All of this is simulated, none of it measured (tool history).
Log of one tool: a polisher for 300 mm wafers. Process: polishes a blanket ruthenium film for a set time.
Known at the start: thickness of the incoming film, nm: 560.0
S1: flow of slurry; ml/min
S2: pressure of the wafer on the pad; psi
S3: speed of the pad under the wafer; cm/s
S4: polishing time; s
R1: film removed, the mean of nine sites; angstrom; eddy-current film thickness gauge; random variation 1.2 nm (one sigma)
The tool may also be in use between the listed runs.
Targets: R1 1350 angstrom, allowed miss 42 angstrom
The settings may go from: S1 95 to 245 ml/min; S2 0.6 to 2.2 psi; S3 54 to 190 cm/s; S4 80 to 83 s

run,hour,S1,S2,S3,S4,R1
1,0,155,1.4,122,80,816.75
2,0.9,155,1.4,96,80,650.17
3,2.8,160,1.5,98,80,699.65
4,6.3,160,1.6,102,80,749.02
5,9.3,160,1.4,102,80,706.24
6,10.5,160,1.4,102,80,690.97
7,13.5,165,1.5,106,80,758.5
8,20,170,1.6,110,80,832.05
9,24.1,170,1.6,110,80,814.35
10,27.8,170,1.7,114,80,871.07
11,32,200,2.1,134,80,1214
12,34.4,200,2.1,136,80,1249.4
13,39.7,215,2.2,136,80,1291.3

4 next moves are on the table. One of them brings every result within its allowed miss. Which?
A,45,205,2.1,132,83,?
B,45,240,2.2,126,80,?
C,45,145,2.2,144,83,?
D,45,220,2.2,126,83,?

move,R1
A,1254.8
B,1219
C,1333.3
D,1251.5
A: further off than the last run
B: further off than the last run
C: meets every target
D: further off than the last run
Move C is the one to make.
